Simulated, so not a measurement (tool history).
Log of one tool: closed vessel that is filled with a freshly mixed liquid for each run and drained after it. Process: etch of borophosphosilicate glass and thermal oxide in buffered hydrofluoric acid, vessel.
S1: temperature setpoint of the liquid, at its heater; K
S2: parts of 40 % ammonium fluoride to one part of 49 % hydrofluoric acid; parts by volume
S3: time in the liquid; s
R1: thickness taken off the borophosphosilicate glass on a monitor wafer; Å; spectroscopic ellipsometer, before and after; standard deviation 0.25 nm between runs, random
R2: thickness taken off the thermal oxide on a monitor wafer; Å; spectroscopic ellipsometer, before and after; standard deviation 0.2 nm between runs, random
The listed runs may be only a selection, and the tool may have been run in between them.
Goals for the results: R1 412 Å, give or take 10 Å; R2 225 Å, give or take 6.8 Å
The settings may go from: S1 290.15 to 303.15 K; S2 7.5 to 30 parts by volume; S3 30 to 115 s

Run 1, hour 0: S1 295.15 K, S2 20.5 parts by volume, S3 60 s. Result: R1 585.09 Å, R2 316.57 Å.
Run 2, hour 2: S1 295.15 K, S2 20.5 parts by volume, S3 75 s. Result: R1 727.39 Å, R2 394.45 Å.
Run 3, hour 4.6: S1 295.15 K, S2 20.5 parts by volume, S3 90 s. Result: R1 868.79 Å, R2 470.92 Å.
Run 4, hour 11.5: S1 296.65 K, S2 20.5 parts by volume, S3 90 s. Result: R1 938.92 Å, R2 520.86 Å.
Run 5, hour 13.3: S1 296.65 K, S2 20.5 parts by volume, S3 105 s. Result: R1 1084.2 Å, R2 605.8 Å.
Run 6, hour 21.4: S1 294.65 K, S2 23.5 parts by volume, S3 95 s. Result: R1 807.18 Å, R2 438.69 Å.
Run 7, hour 30.5: S1 293.65 K, S2 25.5 parts by volume, S3 85 s. Result: R1 650.14 Å, R2 359.16 Å.
Run 8, hour 35.2: S1 292.65 K, S2 27 parts by volume, S3 80 s. Result: R1 552.71 Å, R2 298.8 Å.
Run 9, hour 40.1: S1 292.15 K, S2 28 parts by volume, S3 75 s. Result: R1 494.75 Å, R2 269.46 Å.

Below are 4 possible settings for the next run. Only one of them brings all results inside the allowed miss of their targets. Which is it?
Run A, hour 45: S1 290.15 K, S2 27 parts by volume, S3 65 s. Result: R1 ?, R2 ?.
Run B, hour 45: S1 290.15 K, S2 22 parts by volume, S3 55 s. Result: R1 ?, R2 ?.
Run C, hour 45: S1 290.15 K, S2 25 parts by volume, S3 60 s. Result: R1 ?, R2 ?.
Run D, hour 45: S1 290.65 K, S2 23 parts by volume, S3 60 s. Result: R1 ?, R2 ?.

move      R1      R2
   A  393.58  211.67
   B  384.01  206.39
   C  383.29  206.09
   D  417.82  224.68
A: takes the result that was furthest off past its target
B: takes the result that was furthest off past its target
C: takes the result that was furthest off past its target
D: every result lands within tolerance
D is the move that brings every result within its allowed miss.
